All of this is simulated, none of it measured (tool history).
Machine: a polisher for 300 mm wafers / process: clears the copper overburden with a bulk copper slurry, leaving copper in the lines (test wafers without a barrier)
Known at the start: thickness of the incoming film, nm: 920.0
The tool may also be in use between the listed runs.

run,hour,flow of slurry (ml/min),pressure of the wafer on the pad (kPa),speed of the pad under the wafer (cm/s),abrasive content of the slurry,overpolish time after the end point (s),time until the end point was called (s),dishing of a wide line in a test structure (nm)
1,0,215,17.9,138,1,11,76.977,52.813
2,3.6,215,17.9,138,1,8,80.185,44.588
3,8.2,215,19.3,138,1,9,73.375,47.956
4,12.5,180,19.3,138,1,9,75.443,49.48
5,17.3,180,19.3,138,1,5,74.201,34.868
6,20.5,210,19.3,138,1,5,74.229,36.378
7,21,210,20.7,138,1,6,70.127,41.826
8,25.5,210,22.1,138,1,6,67.078,42.508
9,30.7,210,22.8,140,1,7,63.818,47.57

What will run 10 give?
10,32.5,210,23.4,140,1,7,?,?

{"run 10": {"time until the end point was called (s)": 63.607, "dishing of a wide line in a test structure (nm)": 48.318}}

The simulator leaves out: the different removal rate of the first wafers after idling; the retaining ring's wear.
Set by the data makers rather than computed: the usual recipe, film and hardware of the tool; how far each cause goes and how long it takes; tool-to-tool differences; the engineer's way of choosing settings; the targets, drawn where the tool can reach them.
